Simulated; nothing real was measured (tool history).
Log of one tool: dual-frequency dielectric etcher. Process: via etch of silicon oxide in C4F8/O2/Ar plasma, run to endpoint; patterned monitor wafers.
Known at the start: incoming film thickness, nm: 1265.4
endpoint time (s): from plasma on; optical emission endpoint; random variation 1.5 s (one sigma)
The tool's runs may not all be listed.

Run 1, hour 0.0: source power (W) 1580, bias power (W) 1460. Result: endpoint time (s) 327.38.
Run 2, hour 7.7: source power (W) 1640, bias power (W) 1478. Result: endpoint time (s) 318.04.
Run 3, hour 15.9: source power (W) 1460, bias power (W) 1478. Result: endpoint time (s) 331.61.
Run 4, hour 22.5: source power (W) 1530, bias power (W) 1504. Result: endpoint time (s) 328.06.
Run 5, hour 30.7: source power (W) 1590, bias power (W) 1525. Result: endpoint time (s) 322.75.
Run 6, hour 34.2: source power (W) 1650, bias power (W) 1548. Result: endpoint time (s) 311.79.

Run 7 comes next. What will it give?
Run 7, hour 37.9: source power (W) 1680, bias power (W) 1555. Result: endpoint time (s) ?.

Run 7 gave endpoint time (s) 312.40.
